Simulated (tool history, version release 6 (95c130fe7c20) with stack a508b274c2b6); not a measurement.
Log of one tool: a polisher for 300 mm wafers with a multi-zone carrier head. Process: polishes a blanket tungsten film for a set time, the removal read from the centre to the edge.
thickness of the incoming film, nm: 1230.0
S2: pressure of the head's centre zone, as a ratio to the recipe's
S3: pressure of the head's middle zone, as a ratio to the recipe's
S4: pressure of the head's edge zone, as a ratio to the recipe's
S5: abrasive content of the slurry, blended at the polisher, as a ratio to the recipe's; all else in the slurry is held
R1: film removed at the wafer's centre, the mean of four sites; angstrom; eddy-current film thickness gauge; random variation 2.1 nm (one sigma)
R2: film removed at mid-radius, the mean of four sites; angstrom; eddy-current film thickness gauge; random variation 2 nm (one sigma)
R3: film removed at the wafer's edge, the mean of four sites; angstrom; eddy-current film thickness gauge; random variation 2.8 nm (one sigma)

{"run": 1, "day": 0.0, "flow of slurry (ml/min)": 125, "S2": 1.0, "S3": 1.0, "S4": 1.0, "S5": 1.0, "polishing time (s)": 81, "R1": 2437.2, "R2": 2454.3, "R3": 2351.9}
{"run": 2, "day": 0.275, "flow of slurry (ml/min)": 150, "S2": 1.0, "S3": 1.0, "S4": 1.0, "S5": 1.0, "polishing time (s)": 81, "R1": 2571.6, "R2": 2577.7, "R3": 2472.7}
{"run": 3, "day": 0.375, "flow of slurry (ml/min)": 150, "S2": 1.0, "S3": 1.0, "S4": 1.07, "S5": 1.0, "polishing time (s)": 81, "R1": 2534.1, "R2": 2577.7, "R3": 2486.0}
{"run": 4, "day": 0.746, "flow of slurry (ml/min)": 150, "S2": 1.0, "S3": 1.08, "S4": 1.07, "S5": 1.0, "polishing time (s)": 81, "R1": 2599.0, "R2": 2770.8, "R3": 2520.6}
{"run": 5, "day": 0.938, "flow of slurry (ml/min)": 135, "S2": 1.0, "S3": 1.04, "S4": 1.05, "S5": 0.95, "polishing time (s)": 81, "R1": 2434.6, "R2": 2618.1, "R3": 2493.8}
{"run": 6, "day": 1.283, "flow of slurry (ml/min)": 125, "S2": 1.0, "S3": 1.01, "S4": 1.02, "S5": 0.95, "polishing time (s)": 79, "R1": 2352.8, "R2": 2466.9, "R3": 2337.1}

The next listed run, before its measurement:
{"run": 7, "day": 1.558, "flow of slurry (ml/min)": 115, "S2": 1.0, "S3": 0.98, "S4": 1.01, "S5": 0.95, "polishing time (s)": 78, "R1": "?", "R2": "?", "R3": "?"}

R1: 2291.1 angstrom
R2: 2301.0 angstrom
R3: 2207.2 angstrom
